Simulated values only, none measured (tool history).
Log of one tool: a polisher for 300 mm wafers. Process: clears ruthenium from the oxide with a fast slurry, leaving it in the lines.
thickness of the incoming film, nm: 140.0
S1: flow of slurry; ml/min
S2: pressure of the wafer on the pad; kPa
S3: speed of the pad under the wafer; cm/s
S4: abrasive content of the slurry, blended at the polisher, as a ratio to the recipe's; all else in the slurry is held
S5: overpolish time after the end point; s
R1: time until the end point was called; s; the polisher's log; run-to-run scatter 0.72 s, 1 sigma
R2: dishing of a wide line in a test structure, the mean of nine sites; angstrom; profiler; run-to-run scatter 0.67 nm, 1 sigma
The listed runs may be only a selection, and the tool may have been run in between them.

run  hour   S1    S2   S3  S4  S5      R1      R2
  1     0  140  17.9  106   1  16  39.815  470.48
  2   7.5  140  17.9  106   1   9   38.35  275.58
  3  13.1  140  17.9   80   1   9  53.631  206.98
  4  18.8  140  18.6   80   1   9  48.782  217.59
  5  22.2  140  18.6   80   1  15  49.923  351.17
  6  25.2  140  19.3   80   1  15  47.961  367.69
  7  30.1  140    20   80   1  15  44.923   367.3
  8  34.4  145  21.4   78   1  14  43.071  361.87

Estimate the outcome of run 9 from the log above:
  9  36.6  145  22.8  78   1  13   ?   ?

R1: 41.838 s
R2: 368.54 angstrom
